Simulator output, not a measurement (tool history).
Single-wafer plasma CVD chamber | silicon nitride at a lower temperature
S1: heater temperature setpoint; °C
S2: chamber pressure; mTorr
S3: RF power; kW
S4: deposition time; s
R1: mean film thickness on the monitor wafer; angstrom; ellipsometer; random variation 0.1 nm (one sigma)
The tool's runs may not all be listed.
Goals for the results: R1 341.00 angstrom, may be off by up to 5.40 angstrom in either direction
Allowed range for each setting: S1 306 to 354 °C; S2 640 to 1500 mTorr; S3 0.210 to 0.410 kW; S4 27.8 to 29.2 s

Run 1, hour 0.0: S1 330 °C, S2 1070 mTorr, S3 0.310 kW, S4 29.2 s. Result: R1 314.55 angstrom.
Run 2, hour 3.4: S1 330 °C, S2 970 mTorr, S3 0.310 kW, S4 29.2 s. Result: R1 303.15 angstrom.
Run 3, hour 10.4: S1 330 °C, S2 1040 mTorr, S3 0.310 kW, S4 29.2 s. Result: R1 311.60 angstrom.
Run 4, hour 13.4: S1 330 °C, S2 1040 mTorr, S3 0.275 kW, S4 29.2 s. Result: R1 284.98 angstrom.
Run 5, hour 17.3: S1 330 °C, S2 1040 mTorr, S3 0.240 kW, S4 29.2 s. Result: R1 256.58 angstrom.
Run 6, hour 23.8: S1 337 °C, S2 1040 mTorr, S3 0.240 kW, S4 29.2 s. Result: R1 257.75 angstrom.
Run 7, hour 24.7: S1 337 °C, S2 1140 mTorr, S3 0.255 kW, S4 29.2 s. Result: R1 279.52 angstrom.
Run 8, hour 30.0: S1 337 °C, S2 1220 mTorr, S3 0.260 kW, S4 29.2 s. Result: R1 290.99 angstrom.
Run 9, hour 31.2: S1 337 °C, S2 1280 mTorr, S3 0.265 kW, S4 29.2 s. Result: R1 298.23 angstrom.
Run 10, hour 32.0: S1 337 °C, S2 1330 mTorr, S3 0.270 kW, S4 29.2 s. Result: R1 307.03 angstrom.
Run 11, hour 33.5: S1 337 °C, S2 1370 mTorr, S3 0.275 kW, S4 29.2 s. Result: R1 313.85 angstrom.
Run 12, hour 39.7: S1 337 °C, S2 1400 mTorr, S3 0.280 kW, S4 29.2 s. Result: R1 319.92 angstrom.

Which single option among these 4 for the next run brings every result within its allowed miss of target? Just one does.
Run A, hour 45.9: S1 339 °C, S2 1320 mTorr, S3 0.295 kW, S4 29.2 s. Result: R1 ?.
Run B, hour 45.9: S1 335 °C, S2 1140 mTorr, S3 0.275 kW, S4 29.1 s. Result: R1 ?.
Run C, hour 45.9: S1 341 °C, S2 1410 mTorr, S3 0.250 kW, S4 28.0 s. Result: R1 ?.
Run D, hour 45.9: S1 328 °C, S2 1460 mTorr, S3 0.295 kW, S4 29.2 s. Result: R1 ?.

move      R1
   A  325.31
   B  292.89
   C  281.99
   D  337.67
A: moves toward the targets from the last run without getting all of them in spec
B: its largest miss is bigger than the last run's
C: its largest miss is bigger than the last run's
D: in spec on every target
Answer: D

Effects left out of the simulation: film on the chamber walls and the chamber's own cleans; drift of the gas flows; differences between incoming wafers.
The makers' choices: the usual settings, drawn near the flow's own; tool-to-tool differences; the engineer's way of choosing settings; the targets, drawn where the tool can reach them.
